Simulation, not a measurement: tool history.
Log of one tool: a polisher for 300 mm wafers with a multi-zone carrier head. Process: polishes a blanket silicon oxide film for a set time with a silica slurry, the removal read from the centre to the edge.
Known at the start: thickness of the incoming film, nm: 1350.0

run	hour	flow of slurry (ml/min)	pressure of the head's centre zone	pressure of the head's middle zone	pressure of the head's edge zone	abrasive content of the slurry	polishing time (s)	film removed at the wafer's centre (angstrom)	film removed at mid-radius (angstrom)	film removed at the wafer's edge (angstrom)
1	0.0	300	1.00	1.00	1.00	1.00	79	4130.9	4212.7	4188.2
2	4.4	310	1.01	1.01	0.99	1.00	79	4111.2	4213.5	4186.3
3	5.6	235	1.01	1.01	0.99	1.00	79	4004.0	4105.0	4071.9
4	9.9	235	1.01	0.95	0.99	1.00	79	4038.7	3869.5	4126.0
5	11.0	235	1.01	0.95	0.99	1.00	94	4755.6	4611.3	4920.0
6	13.0	235	1.01	0.95	1.03	1.00	94	4854.8	4681.4	5010.8
7	19.5	235	1.02	0.97	1.01	0.95	94	4709.5	4669.5	4843.1
8	25.5	235	1.03	0.98	0.99	0.95	94	4692.0	4624.7	4713.5
9	31.9	230	1.04	0.99	0.97	0.95	94	4827.3	4662.7	4738.9
10	36.3	230	1.04	1.01	0.95	0.95	94	4735.6	4796.0	4673.0
11	39.6	230	1.05	1.02	0.93	0.95	94	4740.5	4810.6	4696.9
12	46.5	285	1.15	1.12	0.83	0.70	93	4613.6	4497.9	3810.5
13	49.0	290	1.14	1.12	0.85	0.70	93	4567.7	4538.1	3838.2
14	56.8	295	1.14	1.12	0.87	0.70	93	4460.1	4583.5	3881.1
15	62.5	295	1.14	1.12	0.88	0.70	93	4494.7	4506.5	3966.3
16	71.2	300	1.14	1.12	0.88	0.70	93	4504.7	4556.6	3911.5

Run 17 comes next. What will it give?
17	76.1	300	1.14	1.12	0.89	0.70	93	?	?	?

Run 17 gave film removed at the wafer's centre (angstrom) 4438.2, film removed at mid-radius (angstrom) 4574.6, film removed at the wafer's edge (angstrom) 3914.5.
